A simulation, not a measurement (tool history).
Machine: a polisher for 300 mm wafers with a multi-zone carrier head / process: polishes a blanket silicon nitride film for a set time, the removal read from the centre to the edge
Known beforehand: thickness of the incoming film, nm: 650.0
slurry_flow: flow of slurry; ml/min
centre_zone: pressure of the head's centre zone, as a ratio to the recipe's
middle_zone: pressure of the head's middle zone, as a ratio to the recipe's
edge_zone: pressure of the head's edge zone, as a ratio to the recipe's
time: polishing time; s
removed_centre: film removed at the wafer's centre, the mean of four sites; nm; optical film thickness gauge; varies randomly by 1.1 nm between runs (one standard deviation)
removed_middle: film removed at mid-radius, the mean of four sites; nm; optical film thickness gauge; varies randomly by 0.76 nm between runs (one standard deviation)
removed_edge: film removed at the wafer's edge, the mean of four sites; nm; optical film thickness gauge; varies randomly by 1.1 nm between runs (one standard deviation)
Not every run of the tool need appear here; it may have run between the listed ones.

run  hour  slurry_flow  centre_zone  middle_zone  edge_zone  time  removed_centre  removed_middle  removed_edge
  1     0          175            1            1          1    33          65.446          66.392        66.342
  2   1.2          175         0.95            1          1    33          63.718          65.996        65.083
  3   7.2          175         0.95            1       1.06    33          63.781          65.125        67.331
  4  11.9          180         0.98         0.99       1.06    33          67.351           65.29        69.119
  5  16.1          180         0.98         0.99       1.06    30          59.561          60.502        62.928
  6  22.3          180         1.04         0.99       1.06    30          63.598          59.249        62.186
  7  29.5          185         1.05         0.99       1.07    31          68.682          62.477        63.935
  8  36.1          190         1.05         0.98       1.08    31           67.82          61.101        65.099
  9  38.8          195         1.06         0.98       1.09    31          67.598          62.083        65.323
 10  41.9          195         1.07         0.98        1.1    32          71.865          64.417        66.789
 11  45.8          195         1.07         0.97       1.11    32          70.573          62.896        68.984

Run 12 is up next; what results do you expect?
 12  53.6          200         1.08         0.97       1.12    32               ?               ?             ?

{"run 12": {"removed_centre": 72.405, "removed_middle": 63.387, "removed_edge": 68.079}}
